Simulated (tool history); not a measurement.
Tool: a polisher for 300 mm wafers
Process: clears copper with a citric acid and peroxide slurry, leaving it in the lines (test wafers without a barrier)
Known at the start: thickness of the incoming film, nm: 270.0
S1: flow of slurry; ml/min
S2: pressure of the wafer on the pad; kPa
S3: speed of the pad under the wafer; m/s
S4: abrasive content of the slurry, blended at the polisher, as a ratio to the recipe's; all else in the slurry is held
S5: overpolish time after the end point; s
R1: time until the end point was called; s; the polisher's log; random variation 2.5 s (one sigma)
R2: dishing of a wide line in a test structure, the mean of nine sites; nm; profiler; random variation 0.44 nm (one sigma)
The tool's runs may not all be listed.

{"run": 1, "hour": 0.0, "S1": 155, "S2": 14.5, "S3": 1.36, "S4": 1, "S5": 10, "R1": 114.27, "R2": 17.784}
{"run": 2, "hour": 8.1, "S1": 155, "S2": 11.7, "S3": 1.36, "S4": 1, "S5": 10, "R1": 141.96, "R2": 14.611}
{"run": 3, "hour": 14.3, "S1": 155, "S2": 11.7, "S3": 1.36, "S4": 1, "S5": 14, "R1": 141.03, "R2": 20.136}
{"run": 4, "hour": 15.4, "S1": 155, "S2": 11.7, "S3": 1.6, "S4": 1, "S5": 14, "R1": 122.25, "R2": 21.862}
{"run": 5, "hour": 23.1, "S1": 155, "S2": 11.7, "S3": 1.6, "S4": 1, "S5": 10, "R1": 121.19, "R2": 16.013}
{"run": 6, "hour": 31.1, "S1": 155, "S2": 11, "S3": 1.56, "S4": 1, "S5": 11, "R1": 128.96, "R2": 16.424}

The next listed run, before its measurement:
{"run": 7, "hour": 32.9, "S1": 145, "S2": 7.6, "S3": 1.52, "S4": 1, "S5": 16, "R1": "?", "R2": "?"}

Run 7 gave R1 192.03 s, R2 16.52 nm.
